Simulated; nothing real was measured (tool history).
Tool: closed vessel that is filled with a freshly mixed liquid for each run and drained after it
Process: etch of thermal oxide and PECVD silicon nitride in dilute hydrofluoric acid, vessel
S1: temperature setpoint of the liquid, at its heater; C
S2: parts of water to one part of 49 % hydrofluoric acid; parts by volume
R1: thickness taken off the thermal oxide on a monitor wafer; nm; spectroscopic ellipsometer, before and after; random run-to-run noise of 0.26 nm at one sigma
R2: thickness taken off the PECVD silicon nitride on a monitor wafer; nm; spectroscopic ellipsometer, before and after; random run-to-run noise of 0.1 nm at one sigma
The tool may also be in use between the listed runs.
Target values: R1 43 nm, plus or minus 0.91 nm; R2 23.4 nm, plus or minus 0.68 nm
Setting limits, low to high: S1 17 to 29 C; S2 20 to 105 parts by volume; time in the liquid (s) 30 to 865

run 1 day=0 | S1=21 S2=55 time_in_the_liquid_(s)=440 | R1=35.048 R2=16.565
run 2 day=0.296 | S1=21 S2=40 time_in_the_liquid_(s)=440 | R1=49.117 R2=22.636
run 3 day=0.4 | S1=21 S2=30 time_in_the_liquid_(s)=440 | R1=65.67 R2=29.981
run 4 day=0.458 | S1=21.5 S2=35 time_in_the_liquid_(s)=440 | R1=57.491 R2=26.867
run 5 day=0.804 | S1=21.5 S2=55 time_in_the_liquid_(s)=440 | R1=35.568 R2=17.233
run 6 day=1.025 | S1=22 S2=55 time_in_the_liquid_(s)=440 | R1=36.358 R2=17.783
-- day=1.067 thermometer replaced
run 7 day=1.067 | S1=22.5 S2=55 time_in_the_liquid_(s)=440 | R1=40.651 R2=20.867
run 8 day=1.217 | S1=23 S2=55 time_in_the_liquid_(s)=440 | R1=41.098 R2=21.62
run 9 day=1.579 | S1=23.5 S2=55 time_in_the_liquid_(s)=440 | R1=41.758 R2=22.373

Next run, 4 choices. One meets every target within its allowed miss, the rest don't. Which?
run A day=1.942 | S1=22.5 S2=55 time_in_the_liquid_(s)=445 | R1=? R2=?
run B day=1.942 | S1=27.5 S2=45 time_in_the_liquid_(s)=295 | R1=? R2=?
run C day=1.942 | S1=22 S2=60 time_in_the_liquid_(s)=500 | R1=? R2=?
run D day=1.942 | S1=24 S2=70 time_in_the_liquid_(s)=570 | R1=? R2=?

move=A R1=40.801 R2=21.129
move=B R1=41.102 R2=23.832
move=C R1=40.902 R2=21.075
move=D R1=42.837 R2=23.638
A: misses by more than the last run did
B: the furthest-off result lands on target, but another misses its tolerance
C: misses by more than the last run did
D: every result lands within tolerance
Correct choice: D, which meets every target

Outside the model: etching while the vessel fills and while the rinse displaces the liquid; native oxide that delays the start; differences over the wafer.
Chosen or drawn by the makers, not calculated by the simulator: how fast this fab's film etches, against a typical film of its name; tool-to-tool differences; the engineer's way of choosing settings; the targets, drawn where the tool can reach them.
